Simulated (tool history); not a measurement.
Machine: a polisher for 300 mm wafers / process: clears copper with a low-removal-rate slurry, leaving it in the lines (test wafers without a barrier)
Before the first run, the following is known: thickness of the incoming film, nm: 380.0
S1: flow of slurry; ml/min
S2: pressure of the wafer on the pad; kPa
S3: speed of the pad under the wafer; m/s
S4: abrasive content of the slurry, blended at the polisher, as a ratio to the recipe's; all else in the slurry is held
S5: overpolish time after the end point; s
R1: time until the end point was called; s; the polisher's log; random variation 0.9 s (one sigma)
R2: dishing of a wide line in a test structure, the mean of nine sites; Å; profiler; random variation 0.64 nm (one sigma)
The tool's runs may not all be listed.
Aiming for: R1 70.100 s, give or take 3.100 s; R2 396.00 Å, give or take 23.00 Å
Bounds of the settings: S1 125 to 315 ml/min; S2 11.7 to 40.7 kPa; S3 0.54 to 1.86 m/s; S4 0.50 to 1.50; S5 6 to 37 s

| run | hour | S1 | S2 | S3 | S4 | S5 | R1 | R2 |
|---|---|---|---|---|---|---|---|---|
| 1 | 0.0 | 205 | 26.2 | 1.18 | 1.00 | 19 | 86.342 | 573.91 |
| 2 | 2.6 | 205 | 26.9 | 1.18 | 1.00 | 17 | 84.637 | 516.19 |
| 3 | 8.4 | 205 | 27.6 | 1.18 | 1.00 | 16 | 82.136 | 507.01 |
| 4 | 15.5 | 205 | 24.1 | 1.18 | 1.00 | 16 | 91.355 | 465.02 |
| 5 | 23.7 | 205 | 24.1 | 1.18 | 1.00 | 12 | 93.855 | 362.48 |
| 6 | 25.5 | 245 | 24.1 | 1.18 | 1.00 | 12 | 90.129 | 368.17 |
| 7 | 33.0 | 245 | 24.8 | 1.18 | 1.00 | 12 | 87.267 | 374.70 |
| 8 | 37.9 | 250 | 25.5 | 1.18 | 1.00 | 12 | 86.506 | 400.92 |
| 9 | 41.9 | 250 | 31.0 | 1.24 | 1.00 | 6 | 68.616 | 259.98 |
|  | 44.9 | slurry blender recalibrated |
| 10 | 44.9 | 250 | 31.0 | 1.24 | 1.00 | 6 | 64.967 | 276.20 |
| 11 | 52.0 | 250 | 30.3 | 1.24 | 1.00 | 7 | 66.468 | 302.60 |
| 12 | 59.4 | 250 | 29.6 | 1.24 | 1.00 | 8 | 68.628 | 340.86 |

Which one of the following 4 next-run settings gets every result inside its allowed miss? There is exactly one.
| A | 66.8 | 280 | 29.0 | 1.20 | 1.05 | 9 | ? | ? |
| B | 66.8 | 205 | 33.1 | 1.20 | 1.15 | 9 | ? | ? |
| C | 66.8 | 250 | 27.6 | 1.28 | 1.05 | 10 | ? | ? |
| D | 66.8 | 245 | 34.5 | 1.12 | 1.00 | 6 | ? | ? |

| move | R1 | R2 |
|---|---|---|
| A | 69.172 | 360.92 |
| B | 61.660 | 400.65 |
| C | 68.949 | 395.90 |
| D | 64.047 | 270.23 |
A: an improvement on the last run, though not all results are within tolerance
B: corrects the largest miss of the last run, while another result sits out of spec
C: hits every target within its allowed miss
D: further off than the last run
Answer: C

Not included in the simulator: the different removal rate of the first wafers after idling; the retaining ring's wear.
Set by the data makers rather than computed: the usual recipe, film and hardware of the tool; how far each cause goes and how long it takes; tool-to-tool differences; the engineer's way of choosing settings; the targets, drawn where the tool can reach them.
